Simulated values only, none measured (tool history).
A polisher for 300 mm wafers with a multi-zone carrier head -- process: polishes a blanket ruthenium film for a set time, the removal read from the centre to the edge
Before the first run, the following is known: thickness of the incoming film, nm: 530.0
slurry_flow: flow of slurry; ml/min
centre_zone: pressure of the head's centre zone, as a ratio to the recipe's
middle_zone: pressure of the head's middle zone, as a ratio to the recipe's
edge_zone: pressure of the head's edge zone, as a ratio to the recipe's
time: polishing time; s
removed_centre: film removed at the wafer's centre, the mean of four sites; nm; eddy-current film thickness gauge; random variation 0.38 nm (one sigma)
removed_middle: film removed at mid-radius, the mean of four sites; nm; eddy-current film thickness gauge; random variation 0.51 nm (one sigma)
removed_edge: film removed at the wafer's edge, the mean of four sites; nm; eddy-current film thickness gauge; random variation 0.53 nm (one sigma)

run  hour  slurry_flow  centre_zone  middle_zone  edge_zone  time  removed_centre  removed_middle  removed_edge
  1   0.0          125         1.00         1.00       1.00    39          65.436          63.999        61.072
  2   3.1          105         1.00         1.00       1.00    39          60.730          61.387        61.784
  3   9.2          135         1.00         1.00       1.00    39          65.957          64.397        63.774
  4  16.7          135         1.00         1.00       1.07    39          65.773          66.236        65.464
  5  18.9          125         0.96         0.98       1.03    35          55.566          56.333        57.424
  6  20.7          120         0.93         0.98       0.99    32          48.775          51.606        50.411
  7  21.4          120         0.93         0.98       0.99    32          48.321          51.719        51.895
  8  27.8          120         0.92         0.96       0.96    29          43.233          44.687        45.525
  9  31.3          115         0.90         0.95       0.92    29          42.101          44.058        43.817
 10  32.6          110         0.88         0.93       0.90    29          40.552          43.046        43.961
 11  34.3          105         0.88         0.92       0.88    28          38.195          40.829        40.941

For run 12, what comes out?
 12  37.2          100         0.88         0.91       0.87    28               ?               ?             ?

Run 12 gave removed_centre 38.125 nm, removed_middle 40.630 nm, removed_edge 41.012 nm.
